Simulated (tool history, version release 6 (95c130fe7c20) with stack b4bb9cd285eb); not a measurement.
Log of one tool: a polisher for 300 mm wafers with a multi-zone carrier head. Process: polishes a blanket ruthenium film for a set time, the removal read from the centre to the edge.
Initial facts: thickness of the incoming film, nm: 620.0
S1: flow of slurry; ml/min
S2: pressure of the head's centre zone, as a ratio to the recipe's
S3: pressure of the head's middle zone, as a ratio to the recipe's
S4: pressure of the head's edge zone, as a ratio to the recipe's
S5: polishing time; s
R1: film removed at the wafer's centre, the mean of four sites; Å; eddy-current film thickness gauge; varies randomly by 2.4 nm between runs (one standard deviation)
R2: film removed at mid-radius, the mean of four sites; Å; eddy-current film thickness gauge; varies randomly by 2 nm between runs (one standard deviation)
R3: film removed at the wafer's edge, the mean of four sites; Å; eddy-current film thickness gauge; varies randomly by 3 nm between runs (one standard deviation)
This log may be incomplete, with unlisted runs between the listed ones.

| run | hour | S1 | S2 | S3 | S4 | S5 | R1 | R2 | R3 |
|---|---|---|---|---|---|---|---|---|---|
| 1 | 0.0 | 315 | 1.00 | 1.00 | 1.00 | 85 | 1621.5 | 1551.0 | 1516.0 |
| 2 | 4.6 | 240 | 1.00 | 1.00 | 1.00 | 85 | 1577.2 | 1528.5 | 1585.8 |
| 3 | 8.6 | 295 | 1.00 | 1.00 | 1.00 | 85 | 1598.6 | 1550.4 | 1535.9 |
| 4 | 15.4 | 255 | 1.00 | 1.00 | 1.00 | 85 | 1591.8 | 1526.3 | 1549.9 |
| 5 | 22.2 | 255 | 1.00 | 1.08 | 1.00 | 85 | 1574.3 | 1629.3 | 1540.0 |
| 6 | 23.2 | 255 | 1.00 | 1.04 | 1.00 | 85 | 1558.3 | 1546.6 | 1551.8 |
| 7 | 24.6 | 245 | 1.02 | 1.04 | 1.01 | 90 | 1697.6 | 1684.6 | 1613.4 |
| 8 | 26.2 | 235 | 1.02 | 1.01 | 1.01 | 95 | 1813.5 | 1726.0 | 1760.6 |
| 9 | 34.5 | 230 | 1.03 | 1.01 | 1.02 | 98 | 1848.3 | 1767.4 | 1750.8 |
| 10 | 40.7 | 225 | 1.03 | 0.99 | 1.02 | 102 | 1918.0 | 1805.4 | 1831.0 |

Run 11, settings as shown, results not yet in. Your forecast:
| 11 | 49.4 | 220 | 1.03 | 0.98 | 1.02 | 105 | ? | ? | ? |

R1: 2007.6 Å
R2: 1855.1 Å
R3: 1860.5 Å
